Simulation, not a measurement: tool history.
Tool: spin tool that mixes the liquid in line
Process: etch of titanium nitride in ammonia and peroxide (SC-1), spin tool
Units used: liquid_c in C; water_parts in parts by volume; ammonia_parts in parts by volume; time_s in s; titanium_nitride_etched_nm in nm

Run 1, day 0.000: liquid_c 53 C, water_parts 7.0 parts by volume, ammonia_parts 0.60 parts by volume, time_s 95 s. Result: titanium_nitride_etched_nm 8.4308 nm.
Run 2, day 0.058: liquid_c 56 C, water_parts 7.0 parts by volume, ammonia_parts 0.60 parts by volume, time_s 95 s. Result: titanium_nitride_etched_nm 10.4460 nm.
Run 3, day 0.362: liquid_c 50 C, water_parts 7.0 parts by volume, ammonia_parts 0.60 parts by volume, time_s 95 s. Result: titanium_nitride_etched_nm 6.9414 nm.
Run 4, day 0.658: liquid_c 50 C, water_parts 9.0 parts by volume, ammonia_parts 0.60 parts by volume, time_s 95 s. Result: titanium_nitride_etched_nm 5.9811 nm.
Run 5, day 0.958: liquid_c 50 C, water_parts 9.0 parts by volume, ammonia_parts 0.75 parts by volume, time_s 95 s. Result: titanium_nitride_etched_nm 6.2630 nm.
Run 6, day 1.025: liquid_c 50 C, water_parts 7.5 parts by volume, ammonia_parts 0.75 parts by volume, time_s 95 s. Result: titanium_nitride_etched_nm 6.8806 nm.
Run 7, day 1.117: liquid_c 54 C, water_parts 7.5 parts by volume, ammonia_parts 0.75 parts by volume, time_s 95 s. Result: titanium_nitride_etched_nm 9.0588 nm.

What will run 8 give?
Run 8, day 1.379: liquid_c 62 C, water_parts 7.5 parts by volume, ammonia_parts 0.75 parts by volume, time_s 95 s. Result: titanium_nitride_etched_nm ?.

titanium_nitride_etched_nm: 15.7970 nm
